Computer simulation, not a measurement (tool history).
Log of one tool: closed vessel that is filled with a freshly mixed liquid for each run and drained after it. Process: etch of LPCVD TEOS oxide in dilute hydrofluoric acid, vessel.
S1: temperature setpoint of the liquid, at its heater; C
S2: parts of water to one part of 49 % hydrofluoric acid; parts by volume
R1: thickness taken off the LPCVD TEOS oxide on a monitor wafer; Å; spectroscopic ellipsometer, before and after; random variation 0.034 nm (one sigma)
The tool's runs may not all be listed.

run 1 hour=0 | S1=26 S2=250 time_in_the_liquid_(s)=30 | R1=54.85
run 2 hour=4.7 | S1=23.5 S2=250 time_in_the_liquid_(s)=30 | R1=50.262
run 3 hour=10 | S1=23.5 S2=250 time_in_the_liquid_(s)=30 | R1=51.027
run 4 hour=15.8 | S1=23 S2=255 time_in_the_liquid_(s)=30 | R1=48.477
run 5 hour=21.3 | S1=22.5 S2=255 time_in_the_liquid_(s)=30 | R1=47.355
run 6 hour=23.1 | S1=24 S2=255 time_in_the_liquid_(s)=30 | R1=50.125
run 7 hour=30.5 | S1=23.5 S2=255 time_in_the_liquid_(s)=30 | R1=49.847

Forecast run 8:
run 8 hour=34.4 | S1=23 S2=260 time_in_the_liquid_(s)=30 | R1=?

R1: 46.789 Å

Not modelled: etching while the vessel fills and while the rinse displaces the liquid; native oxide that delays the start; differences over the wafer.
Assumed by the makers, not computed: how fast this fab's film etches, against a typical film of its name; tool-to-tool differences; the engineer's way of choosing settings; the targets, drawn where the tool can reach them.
